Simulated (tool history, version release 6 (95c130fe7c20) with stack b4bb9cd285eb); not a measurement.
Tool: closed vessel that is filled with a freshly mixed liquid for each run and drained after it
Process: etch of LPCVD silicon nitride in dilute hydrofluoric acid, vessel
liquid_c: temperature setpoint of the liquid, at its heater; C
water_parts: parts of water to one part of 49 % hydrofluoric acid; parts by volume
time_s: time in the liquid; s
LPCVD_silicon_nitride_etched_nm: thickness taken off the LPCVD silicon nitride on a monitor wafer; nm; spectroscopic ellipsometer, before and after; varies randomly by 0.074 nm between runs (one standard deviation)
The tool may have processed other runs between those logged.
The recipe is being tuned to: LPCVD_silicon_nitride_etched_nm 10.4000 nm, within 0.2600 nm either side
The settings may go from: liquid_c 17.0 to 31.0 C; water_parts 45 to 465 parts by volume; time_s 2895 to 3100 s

| run | hour | liquid_c | water_parts | time_s | LPCVD_silicon_nitride_etched_nm |
|---|---|---|---|---|---|
| 1 | 0.0 | 23.0 | 255 | 2895 | 5.0726 |
| 2 | 9.3 | 23.0 | 255 | 2895 | 5.0838 |
| 3 | 16.3 | 23.0 | 255 | 2895 | 5.0295 |
| 4 | 26.0 | 25.0 | 240 | 2895 | 6.0435 |
| 5 | 35.5 | 26.5 | 230 | 2895 | 6.9036 |
| 6 | 44.2 | 23.5 | 230 | 2895 | 5.7877 |
| 7 | 48.4 | 25.5 | 220 | 2895 | 6.9287 |
| 8 | 53.1 | 27.0 | 215 | 2895 | 7.6583 |
| 9 | 55.7 | 28.0 | 210 | 2895 | 8.4768 |
| 10 | 58.8 | 28.5 | 210 | 2895 | 8.7298 |
| 11 | 62.1 | 29.0 | 210 | 2895 | 8.8809 |
| 12 | 68.3 | 29.5 | 210 | 2895 | 9.1859 |
| 13 | 74.0 | 30.0 | 210 | 2895 | 9.5280 |
| 14 | 76.0 | 30.5 | 205 | 2895 | 10.0330 |

Pick the move, out of 4, that brings all results within their allowed miss; only one does.
| A | 78.0 | 30.0 | 190 | 2895 | ? |
| B | 78.0 | 25.5 | 160 | 2925 | ? |
| C | 78.0 | 28.0 | 165 | 3050 | ? |
| D | 78.0 | 31.0 | 205 | 3100 | ? |

| move | LPCVD_silicon_nitride_etched_nm |
|---|---|
| A | 10.4190 |
| B | 9.4796 |
| C | 11.2090 |
| D | 10.9560 |
A: in spec on every target
B: lands further from the targets than the last run did
C: takes the result that was furthest off past its target
D: takes the result that was furthest off past its target
Answer: A
